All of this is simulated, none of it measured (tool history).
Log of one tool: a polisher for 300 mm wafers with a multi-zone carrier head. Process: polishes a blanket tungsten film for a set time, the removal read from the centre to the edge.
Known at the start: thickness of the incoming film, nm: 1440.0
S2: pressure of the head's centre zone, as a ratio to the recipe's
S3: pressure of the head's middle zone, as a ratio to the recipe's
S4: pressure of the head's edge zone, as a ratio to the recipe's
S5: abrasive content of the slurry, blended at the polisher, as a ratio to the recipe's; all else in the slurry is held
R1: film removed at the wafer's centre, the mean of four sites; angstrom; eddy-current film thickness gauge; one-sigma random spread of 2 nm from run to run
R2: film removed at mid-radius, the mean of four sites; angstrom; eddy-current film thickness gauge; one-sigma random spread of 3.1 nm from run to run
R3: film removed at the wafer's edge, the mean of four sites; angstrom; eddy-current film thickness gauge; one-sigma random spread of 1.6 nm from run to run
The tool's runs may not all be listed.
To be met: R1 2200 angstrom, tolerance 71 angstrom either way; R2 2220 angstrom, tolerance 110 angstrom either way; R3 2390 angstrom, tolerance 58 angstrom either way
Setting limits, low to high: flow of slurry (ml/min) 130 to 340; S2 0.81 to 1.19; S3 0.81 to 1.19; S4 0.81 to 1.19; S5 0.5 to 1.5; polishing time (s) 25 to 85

Run 1, hour 0: flow of slurry (ml/min) 220, S2 1, S3 1, S4 1, S5 1, polishing time (s) 55. Result: R1 1955.3 angstrom, R2 1831.3 angstrom, R3 1980.4 angstrom.
Run 2, hour 1.6: flow of slurry (ml/min) 235, S2 1, S3 1.03, S4 1.05, S5 1.1, polishing time (s) 55. Result: R1 1979.9 angstrom, R2 1974.2 angstrom, R3 2101.4 angstrom.
Run 3, hour 8: flow of slurry (ml/min) 235, S2 1, S3 0.97, S4 1.05, S5 1.1, polishing time (s) 55. Result: R1 1974.4 angstrom, R2 1869.3 angstrom, R3 2073.8 angstrom.
Run 4, hour 11.8: flow of slurry (ml/min) 235, S2 1, S3 0.97, S4 1.09, S5 1.1, polishing time (s) 55. Result: R1 2010.8 angstrom, R2 1889.9 angstrom, R3 2113.8 angstrom.
Run 5, hour 14.7: flow of slurry (ml/min) 245, S2 1.01, S3 0.99, S4 1.12, S5 1.15, polishing time (s) 55. Result: R1 2044.2 angstrom, R2 1962.3 angstrom, R3 2146.7 angstrom.
Run 6, hour 17.3: flow of slurry (ml/min) 245, S2 1.06, S3 0.99, S4 1.12, S5 1.15, polishing time (s) 55. Result: R1 2135.1 angstrom, R2 1965.5 angstrom, R3 2149.5 angstrom.
Run 7, hour 24.9: flow of slurry (ml/min) 245, S2 1.06, S3 0.99, S4 1.12, S5 1.15, polishing time (s) 55. Result: R1 2137.9 angstrom, R2 1962.6 angstrom, R3 2185.6 angstrom.
Run 8, hour 29.7: flow of slurry (ml/min) 285, S2 1.02, S3 1.07, S4 1.19, S5 1.3, polishing time (s) 55. Result: R1 2139.2 angstrom, R2 2186.7 angstrom, R3 2307.9 angstrom.

Below are 5 possible settings for the next run. Only one of them brings all results inside the allowed miss of their targets. Which is it?
Run A, hour 34.5: flow of slurry (ml/min) 250, S2 1.01, S3 1.05, S4 1.18, S5 1.3, polishing time (s) 58. Result: R1 ?, R2 ?, R3 ?.
Run B, hour 34.5: flow of slurry (ml/min) 305, S2 1.03, S3 0.84, S4 1.19, S5 1.15, polishing time (s) 61. Result: R1 ?, R2 ?, R3 ?.
Run C, hour 34.5: flow of slurry (ml/min) 295, S2 1.07, S3 1.07, S4 1.1, S5 1.5, polishing time (s) 53. Result: R1 ?, R2 ?, R3 ?.
Run D, hour 34.5: flow of slurry (ml/min) 310, S2 1.01, S3 0.85, S4 1.17, S5 1.5, polishing time (s) 58. Result: R1 ?, R2 ?, R3 ?.
Run E, hour 34.5: flow of slurry (ml/min) 265, S2 1.07, S3 0.83, S4 1.19, S5 1.3, polishing time (s) 59. Result: R1 ?, R2 ?, R3 ?.

move      R1      R2      R3
   A  2235.6  2307.1  2401.2
   B  2385.4  2001.4  2514.2
   C  2283.9  2256.3  2224.7
   D  2369.6  2046.7  2523.9
   E  2423.2  1941.5  2472.8
A: all results in spec
B: carries the result that was furthest off beyond its target, to the other side
C: lands further from the targets than the last run did
D: carries the result that was furthest off beyond its target, to the other side
E: carries the result that was furthest off beyond its target, to the other side
A meets every target.
